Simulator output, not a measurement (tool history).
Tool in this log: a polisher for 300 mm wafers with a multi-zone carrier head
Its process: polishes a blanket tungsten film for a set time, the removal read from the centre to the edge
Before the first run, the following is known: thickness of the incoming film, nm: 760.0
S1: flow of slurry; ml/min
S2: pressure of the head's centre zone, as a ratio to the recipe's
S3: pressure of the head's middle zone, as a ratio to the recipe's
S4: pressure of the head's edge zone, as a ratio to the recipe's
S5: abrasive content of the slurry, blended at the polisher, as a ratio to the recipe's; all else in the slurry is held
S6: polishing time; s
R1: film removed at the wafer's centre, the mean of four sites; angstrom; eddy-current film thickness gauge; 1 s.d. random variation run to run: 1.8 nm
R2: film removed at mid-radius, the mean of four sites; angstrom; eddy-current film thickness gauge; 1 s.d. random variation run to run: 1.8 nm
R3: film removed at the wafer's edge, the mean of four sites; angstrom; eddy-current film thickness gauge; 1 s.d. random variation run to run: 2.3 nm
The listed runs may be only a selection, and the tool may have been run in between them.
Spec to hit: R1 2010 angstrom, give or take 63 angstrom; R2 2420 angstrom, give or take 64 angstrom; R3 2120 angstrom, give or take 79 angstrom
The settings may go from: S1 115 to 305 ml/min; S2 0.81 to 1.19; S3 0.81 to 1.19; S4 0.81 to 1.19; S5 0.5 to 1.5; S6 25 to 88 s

{"run": 1, "hour": 0.0, "S1": 195, "S2": 1, "S3": 1, "S4": 1, "S5": 1, "S6": 56, "R1": 2822.8, "R2": 2758, "R3": 2820.8}
{"run": 2, "hour": 4.4, "S1": 195, "S2": 0.95, "S3": 1, "S4": 1, "S5": 1, "S6": 56, "R1": 2708.6, "R2": 2721.1, "R3": 2835}
{"run": 3, "hour": 6.0, "S1": 195, "S2": 0.95, "S3": 1, "S4": 1, "S5": 1, "S6": 69, "R1": 3300, "R2": 3384.7, "R3": 3447.4}
{"run": 4, "hour": 11.6, "S1": 195, "S2": 0.95, "S3": 0.93, "S4": 1, "S5": 1, "S6": 69, "R1": 3317.6, "R2": 3185.3, "R3": 3482.1}
{"run": 5, "hour": 15.8, "S1": 185, "S2": 0.92, "S3": 0.99, "S4": 0.94, "S5": 0.85, "S6": 64, "R1": 2830.7, "R2": 2963, "R3": 2988.1}
{"run": 6, "hour": 20.1, "S1": 180, "S2": 0.9, "S3": 1.02, "S4": 0.9, "S5": 0.75, "S6": 60, "R1": 2564.7, "R2": 2777.8, "R3": 2706.6}
{"run": 7, "hour": 28.5, "S1": 175, "S2": 0.89, "S3": 1.05, "S4": 0.87, "S5": 0.65, "S6": 57, "R1": 2289.2, "R2": 2605, "R3": 2461.3}
{"run": 8, "hour": 36.3, "S1": 170, "S2": 0.89, "S3": 1.07, "S4": 0.85, "S5": 0.6, "S6": 55, "R1": 2187.2, "R2": 2493, "R3": 2325.9}
{"run": 9, "hour": 41.8, "S1": 165, "S2": 0.89, "S3": 1.09, "S4": 0.84, "S5": 0.55, "S6": 54, "R1": 2045.3, "R2": 2479.2, "R3": 2212.3}
{"run": 10, "hour": 43.9, "S1": 160, "S2": 0.9, "S3": 1.09, "S4": 0.83, "S5": 0.55, "S6": 54, "R1": 2059, "R2": 2460.9, "R3": 2238.3}

Exactly one of the 4 candidate moves below puts every result within its allowed miss. Which one?
{"run": "A", "hour": 46.0, "S1": 220, "S2": 0.99, "S3": 1.18, "S4": 0.81, "S5": 0.7, "S6": 43, "R1": "?", "R2": "?", "R3": "?"}
{"run": "B", "hour": 46.0, "S1": 260, "S2": 0.89, "S3": 1.11, "S4": 0.84, "S5": 0.65, "S6": 45, "R1": "?", "R2": "?", "R3": "?"}
{"run": "C", "hour": 46.0, "S1": 185, "S2": 0.95, "S3": 1.11, "S4": 0.81, "S5": 0.6, "S6": 51, "R1": "?", "R2": "?", "R3": "?"}
{"run": "D", "hour": 46.0, "S1": 140, "S2": 0.9, "S3": 1.12, "S4": 0.81, "S5": 0.75, "S6": 50, "R1": "?", "R2": "?", "R3": "?"}

move=A R1=2027.9 R2=2268.4 R3=1885.9
move=B R1=1910.7 R2=2255.5 R3=1990.5
move=C R1=2180.7 R2=2419.4 R3=2132.6
move=D R1=2043.1 R2=2423.1 R3=2139.2
A: takes the result that was furthest off past its target
B: takes the result that was furthest off past its target
C: corrects the largest miss of the last run, while another result sits out of spec
D: each result inside its tolerance
D meets every target.

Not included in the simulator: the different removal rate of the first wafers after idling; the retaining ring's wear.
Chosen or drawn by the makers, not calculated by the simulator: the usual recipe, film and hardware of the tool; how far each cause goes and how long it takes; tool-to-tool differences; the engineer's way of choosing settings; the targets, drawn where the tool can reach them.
